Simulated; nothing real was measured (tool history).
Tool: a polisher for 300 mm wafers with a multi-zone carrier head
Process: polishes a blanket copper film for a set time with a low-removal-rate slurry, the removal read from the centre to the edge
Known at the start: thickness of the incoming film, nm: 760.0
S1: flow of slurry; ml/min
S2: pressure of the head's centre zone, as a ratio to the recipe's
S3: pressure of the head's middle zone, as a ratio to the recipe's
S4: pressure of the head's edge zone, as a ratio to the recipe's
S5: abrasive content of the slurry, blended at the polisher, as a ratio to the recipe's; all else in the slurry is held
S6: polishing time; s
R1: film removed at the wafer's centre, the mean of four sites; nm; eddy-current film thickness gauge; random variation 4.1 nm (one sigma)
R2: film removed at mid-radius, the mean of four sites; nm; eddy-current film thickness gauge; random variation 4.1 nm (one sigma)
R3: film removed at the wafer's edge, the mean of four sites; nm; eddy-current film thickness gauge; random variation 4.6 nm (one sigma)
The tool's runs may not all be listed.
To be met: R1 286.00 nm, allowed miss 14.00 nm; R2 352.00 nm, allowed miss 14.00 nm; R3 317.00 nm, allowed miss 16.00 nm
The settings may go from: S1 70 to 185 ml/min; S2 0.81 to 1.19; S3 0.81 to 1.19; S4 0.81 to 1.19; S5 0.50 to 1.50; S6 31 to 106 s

run,hour,S1,S2,S3,S4,S5,S6,R1,R2,R3
1,0.0,120,1.00,1.00,1.00,1.00,68,282.52,286.86,282.32
2,1.9,130,0.98,1.03,1.02,1.05,68,290.95,303.22,291.43
3,3.0,130,0.98,1.03,0.96,1.05,68,295.03,313.55,288.40
4,10.2,130,0.95,1.04,0.97,1.10,68,274.43,317.55,289.45
5,12.8,130,0.95,1.04,1.05,1.10,68,283.58,314.17,299.88
6,17.2,135,0.94,1.05,1.05,1.10,68,281.70,321.99,303.47
7,22.1,140,0.93,1.06,1.05,1.10,68,286.67,321.04,306.13
8,23.6,140,0.92,1.07,1.05,1.10,68,277.13,326.57,293.20
9,32.6,140,0.91,1.07,1.05,1.15,68,275.59,333.05,302.15
10,41.5,140,0.91,1.07,1.05,1.15,68,284.51,330.01,304.79

Which of these 4 next moves meets every target?
A,50.4,140,0.87,1.05,1.00,1.15,73,?,?,?
B,50.4,165,0.94,1.19,0.92,1.10,66,?,?,?
C,50.4,150,1.00,1.10,1.06,1.50,59,?,?,?
D,50.4,140,0.97,1.18,1.01,0.80,70,?,?,?

move,R1,R2,R3
A,291.14,351.50,315.04
B,292.28,361.46,277.66
C,294.08,320.08,281.89
D,284.90,340.18,276.73
A: meets every target
B: brings the result that was furthest off to its target, and leaves another outside
C: further off than the last run
D: brings the result that was furthest off to its target, and leaves another outside
The right move is A.
